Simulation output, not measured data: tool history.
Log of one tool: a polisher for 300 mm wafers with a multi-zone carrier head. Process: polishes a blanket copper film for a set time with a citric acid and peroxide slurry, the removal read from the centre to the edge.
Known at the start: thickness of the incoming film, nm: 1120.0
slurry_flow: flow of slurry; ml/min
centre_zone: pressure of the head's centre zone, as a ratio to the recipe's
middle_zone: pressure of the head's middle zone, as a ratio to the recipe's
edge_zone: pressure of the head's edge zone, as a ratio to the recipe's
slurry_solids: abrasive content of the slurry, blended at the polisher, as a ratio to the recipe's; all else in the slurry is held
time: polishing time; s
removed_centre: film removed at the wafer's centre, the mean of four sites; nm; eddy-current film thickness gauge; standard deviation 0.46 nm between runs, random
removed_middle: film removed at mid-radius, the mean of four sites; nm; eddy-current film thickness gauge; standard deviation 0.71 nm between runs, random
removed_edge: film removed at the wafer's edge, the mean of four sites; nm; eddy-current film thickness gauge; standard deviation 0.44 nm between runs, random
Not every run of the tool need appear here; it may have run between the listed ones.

run  hour  slurry_flow  centre_zone  middle_zone  edge_zone  slurry_solids  time  removed_centre  removed_middle  removed_edge
  1   0.0          265         1.00         1.00       1.00           1.00    40          99.103          98.496        99.020
  2   8.5          265         1.00         0.94       1.00           1.00    40          97.914          94.132        98.064
  3  14.8          265         1.00         0.94       0.93           1.00    40         100.000          96.174        94.248
  4  19.4          260         0.98         0.92       0.92           0.90    37          87.431          84.708        84.727
  5  26.5          260         0.98         0.92       0.92           0.70    37          83.381          80.537        82.814
  6  34.2          260         0.97         0.92       0.91           0.65    35          78.906          74.610        75.411
  7  34.8          260         0.97         0.92       0.91           0.65    35          78.736          75.265        75.013

Estimate the outcome of run 8 from the log above:
  8  39.6          255         0.95         0.91       0.90           0.65    33               ?               ?             ?

{"run 8": {"removed_centre": 71.806, "removed_middle": 71.256, "removed_edge": 72.036}}
